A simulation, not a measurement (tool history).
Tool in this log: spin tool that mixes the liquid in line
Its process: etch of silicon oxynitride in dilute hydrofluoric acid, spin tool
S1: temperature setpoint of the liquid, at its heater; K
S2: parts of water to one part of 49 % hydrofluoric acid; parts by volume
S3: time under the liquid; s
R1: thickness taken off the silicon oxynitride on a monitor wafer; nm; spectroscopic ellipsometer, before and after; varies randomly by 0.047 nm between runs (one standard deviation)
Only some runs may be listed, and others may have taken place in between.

| run | hour | S1 | S2 | S3 | R1 |
|---|---|---|---|---|---|
| 1 | 0 | 294.15 | 95 | 260 | 11.255 |
| 2 | 8 | 293.15 | 105 | 260 | 9.6101 |
| 3 | 12.2 | 293.15 | 75 | 260 | 13.527 |
| 4 | 20.6 | 293.15 | 75 | 280 | 14.568 |
| 5 | 21.5 | 296.15 | 75 | 280 | 17.054 |
| 6 | 24.5 | 294.65 | 95 | 280 | 12.595 |
| 7 | 27.7 | 293.65 | 105 | 280 | 10.648 |
| 8 | 35.1 | 292.65 | 115 | 280 | 9.1618 |
| 9 | 41.3 | 292.15 | 120 | 280 | 8.5557 |
| 10 | 47.8 | 291.65 | 125 | 280 | 7.9817 |
| 11 | 56.1 | 291.15 | 130 | 280 | 7.5765 |
| 12 | 58.4 | 291.15 | 135 | 280 | 7.2102 |
| 13 | 65.6 | 291.15 | 140 | 280 | 6.8922 |

Forecast run 14:
| 14 | 72 | 291.15 | 145 | 280 | ? |

{"run 14": {"R1": 6.5892}}
